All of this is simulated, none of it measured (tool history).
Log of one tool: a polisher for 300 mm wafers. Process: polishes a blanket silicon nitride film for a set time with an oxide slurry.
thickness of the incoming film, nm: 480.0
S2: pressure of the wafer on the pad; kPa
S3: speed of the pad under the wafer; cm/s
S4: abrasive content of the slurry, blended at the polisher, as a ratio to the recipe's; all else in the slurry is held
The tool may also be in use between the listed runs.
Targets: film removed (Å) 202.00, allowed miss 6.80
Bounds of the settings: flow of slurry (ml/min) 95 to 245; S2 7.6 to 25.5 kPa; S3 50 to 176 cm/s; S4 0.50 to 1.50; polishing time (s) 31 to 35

Run 1, hour 0.0: flow of slurry (ml/min) 155, S2 16.5 kPa, S3 112 cm/s, S4 1.00, polishing time (s) 35. Result: film removed (Å) 149.42.
Run 2, hour 8.0: flow of slurry (ml/min) 160, S2 17.9 kPa, S3 112 cm/s, S4 1.00, polishing time (s) 35. Result: film removed (Å) 165.65.
Run 3, hour 9.3: flow of slurry (ml/min) 170, S2 18.6 kPa, S3 112 cm/s, S4 1.00, polishing time (s) 35. Result: film removed (Å) 175.06.
Run 4, hour 17.0: flow of slurry (ml/min) 170, S2 18.6 kPa, S3 130 cm/s, S4 1.00, polishing time (s) 35. Result: film removed (Å) 188.91.
Run 5, hour 21.1: flow of slurry (ml/min) 170, S2 18.6 kPa, S3 130 cm/s, S4 1.00, polishing time (s) 35. Result: film removed (Å) 190.61.
Run 6, hour 21.8: flow of slurry (ml/min) 175, S2 18.6 kPa, S3 130 cm/s, S4 1.00, polishing time (s) 35. Result: film removed (Å) 191.33.
Run 7, hour 22.8: flow of slurry (ml/min) 180, S2 18.6 kPa, S3 130 cm/s, S4 1.00, polishing time (s) 35. Result: film removed (Å) 190.23.
Run 8, hour 29.4: flow of slurry (ml/min) 180, S2 18.6 kPa, S3 130 cm/s, S4 1.00, polishing time (s) 35. Result: film removed (Å) 192.69.
Run 9, hour 31.7: flow of slurry (ml/min) 185, S2 18.6 kPa, S3 130 cm/s, S4 1.00, polishing time (s) 35. Result: film removed (Å) 193.04.

4 next moves are on the table. One of them brings every result within its allowed miss. Which?
Run A, hour 34.0: flow of slurry (ml/min) 240, S2 24.1 kPa, S3 112 cm/s, S4 1.05, polishing time (s) 33. Result: film removed (Å) ?.
Run B, hour 34.0: flow of slurry (ml/min) 195, S2 20.0 kPa, S3 132 cm/s, S4 1.05, polishing time (s) 35. Result: film removed (Å) ?.
Run C, hour 34.0: flow of slurry (ml/min) 185, S2 19.3 kPa, S3 148 cm/s, S4 1.00, polishing time (s) 32. Result: film removed (Å) ?.
Run D, hour 34.0: flow of slurry (ml/min) 195, S2 19.3 kPa, S3 156 cm/s, S4 0.90, polishing time (s) 34. Result: film removed (Å) ?.

move  film removed (Å)
   A            220.78
   B            215.44
   C            202.75
   D            217.85
A: takes the result that was furthest off past its target
B: takes the result that was furthest off past its target
C: meets every target
D: takes the result that was furthest off past its target
The right move is C.
